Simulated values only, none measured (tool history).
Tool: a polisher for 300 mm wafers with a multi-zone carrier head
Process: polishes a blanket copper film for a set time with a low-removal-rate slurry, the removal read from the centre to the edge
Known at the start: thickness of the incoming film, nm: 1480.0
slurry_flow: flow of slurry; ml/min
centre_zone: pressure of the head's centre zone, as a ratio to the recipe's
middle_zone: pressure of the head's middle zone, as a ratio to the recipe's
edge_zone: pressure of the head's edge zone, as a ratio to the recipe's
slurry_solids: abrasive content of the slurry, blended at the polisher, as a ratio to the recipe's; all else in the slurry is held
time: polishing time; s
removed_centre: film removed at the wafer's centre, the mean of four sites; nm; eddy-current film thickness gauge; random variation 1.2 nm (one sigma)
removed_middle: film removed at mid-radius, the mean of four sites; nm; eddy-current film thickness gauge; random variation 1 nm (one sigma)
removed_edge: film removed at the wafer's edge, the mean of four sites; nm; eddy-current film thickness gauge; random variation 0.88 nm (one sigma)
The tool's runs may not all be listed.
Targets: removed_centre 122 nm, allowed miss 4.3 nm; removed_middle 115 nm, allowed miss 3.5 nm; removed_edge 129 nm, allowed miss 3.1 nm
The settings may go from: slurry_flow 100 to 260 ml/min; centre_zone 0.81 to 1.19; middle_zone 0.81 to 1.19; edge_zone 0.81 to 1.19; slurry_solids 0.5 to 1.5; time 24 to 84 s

run  hour  slurry_flow  centre_zone  middle_zone  edge_zone  slurry_solids  time  removed_centre  removed_middle  removed_edge
  1     0          165            1            1          1              1    54          137.08          141.15        137.56
  2   3.5          160         0.99         0.98          1              1    54           135.8          137.18           136
  3   4.8          160         1.03         0.98          1              1    54          143.13          135.23        136.17
  4   6.3          160         1.09         0.98          1              1    54          148.83           136.6        136.13
  5   7.6          155         1.07         0.97          1              1    54          144.22          135.93        136.73
  6  15.7          155         1.07         0.97          1              1    45          122.09          113.45        112.37
  7  21.6          160         1.06         0.96       1.03              1    45          121.76          113.42        114.98
  8  23.8          165         1.05         0.95       1.05              1    45          119.47          113.08        116.69
  9  24.4          205         1.04          0.9       1.15            1.1    45           126.9          114.04        131.27

Which of these 5 next moves meets every target?
  A    25          190          1.1         0.93       1.19           0.95    47               ?               ?             ?
  B    25          190            1         0.91       1.06           1.15    49               ?               ?             ?
  C    25          220         1.02         0.93       1.18              1    45               ?               ?             ?
  D    25          220         0.95         0.85       1.16            1.3    44               ?               ?             ?
  E    25          200         1.07         0.84       1.09           1.05    48               ?               ?             ?

move  removed_centre  removed_middle  removed_edge
   A           135.6          116.31        131.23
   B           135.8           126.2        136.42
   C          125.21          115.64        129.12
   D          122.86          113.92         135.1
   E          139.91          114.19         132.9
A: further off than the last run
B: further off than the last run
C: meets every target
D: brings the result that was furthest off to its target, and leaves another outside
E: further off than the last run
Answer: C

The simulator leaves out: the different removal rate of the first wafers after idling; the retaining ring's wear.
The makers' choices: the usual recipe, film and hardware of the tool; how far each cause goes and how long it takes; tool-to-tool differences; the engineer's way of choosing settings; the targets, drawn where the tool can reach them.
